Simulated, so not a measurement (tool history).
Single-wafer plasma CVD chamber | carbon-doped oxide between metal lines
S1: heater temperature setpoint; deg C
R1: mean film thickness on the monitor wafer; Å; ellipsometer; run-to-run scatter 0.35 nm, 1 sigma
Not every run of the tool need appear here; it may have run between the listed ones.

{"run": 1, "day": 0.0, "S1": 360, "chamber pressure (Torr)": 6.2, "RF power (W)": 530, "deposition time (s)": 19.4, "R1": 1130.1}
{"run": 2, "day": 0.133, "S1": 360, "chamber pressure (Torr)": 5.15, "RF power (W)": 530, "deposition time (s)": 19.4, "R1": 1103.1}
{"run": 3, "day": 0.396, "S1": 360, "chamber pressure (Torr)": 5.15, "RF power (W)": 530, "deposition time (s)": 18.4, "R1": 1039.6}
{"run": 4, "day": 0.525, "S1": 367, "chamber pressure (Torr)": 5.15, "RF power (W)": 530, "deposition time (s)": 18.4, "R1": 1029.9}
{"run": 5, "day": 0.621, "S1": 367, "chamber pressure (Torr)": 5.52, "RF power (W)": 530, "deposition time (s)": 18.4, "R1": 1036.9}
{"run": 6, "day": 0.938, "S1": 367, "chamber pressure (Torr)": 5.52, "RF power (W)": 455, "deposition time (s)": 18.4, "R1": 968.12}

Run 7 comes next. What will it give?
{"run": 7, "day": 1.038, "S1": 359, "chamber pressure (Torr)": 6.51, "RF power (W)": 480, "deposition time (s)": 18.4, "R1": "?"}

R1: 1031.80 Å

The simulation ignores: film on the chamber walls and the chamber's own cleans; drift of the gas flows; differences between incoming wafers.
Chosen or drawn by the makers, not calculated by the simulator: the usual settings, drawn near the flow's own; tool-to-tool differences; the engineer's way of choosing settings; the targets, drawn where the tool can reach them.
